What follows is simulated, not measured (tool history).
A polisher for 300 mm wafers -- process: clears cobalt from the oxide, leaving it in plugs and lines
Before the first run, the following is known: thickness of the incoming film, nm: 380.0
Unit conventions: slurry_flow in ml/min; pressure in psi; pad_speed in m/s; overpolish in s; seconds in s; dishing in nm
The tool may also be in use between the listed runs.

Run 1, day 0.000: slurry_flow 170 ml/min, pressure 2.0 psi, pad_speed 0.80 m/s, overpolish 16 s. Result: seconds 78.498 s, dishing 35.857 nm.
Run 2, day 0.275: slurry_flow 155 ml/min, pressure 1.9 psi, pad_speed 0.80 m/s, overpolish 13 s. Result: seconds 85.088 s, dishing 32.004 nm.
Run 3, day 0.467: slurry_flow 140 ml/min, pressure 1.7 psi, pad_speed 0.84 m/s, overpolish 11 s. Result: seconds 92.235 s, dishing 28.608 nm.
Run 4, day 0.612: slurry_flow 130 ml/min, pressure 1.5 psi, pad_speed 0.92 m/s, overpolish 9 s. Result: seconds 98.881 s, dishing 23.963 nm.
Run 5, day 0.862: slurry_flow 120 ml/min, pressure 1.4 psi, pad_speed 1.00 m/s, overpolish 8 s. Result: seconds 98.742 s, dishing 22.203 nm.
Run 6, day 1.033: slurry_flow 120 ml/min, pressure 1.2 psi, pad_speed 1.00 m/s, overpolish 8 s. Result: seconds 116.020 s, dishing 19.751 nm.

Predict the results of run 7:
Run 7, day 1.067: slurry_flow 115 ml/min, pressure 1.2 psi, pad_speed 1.06 m/s, overpolish 7 s. Result: seconds ?, dishing ?.

seconds: 109.520 s
dishing: 18.492 nm
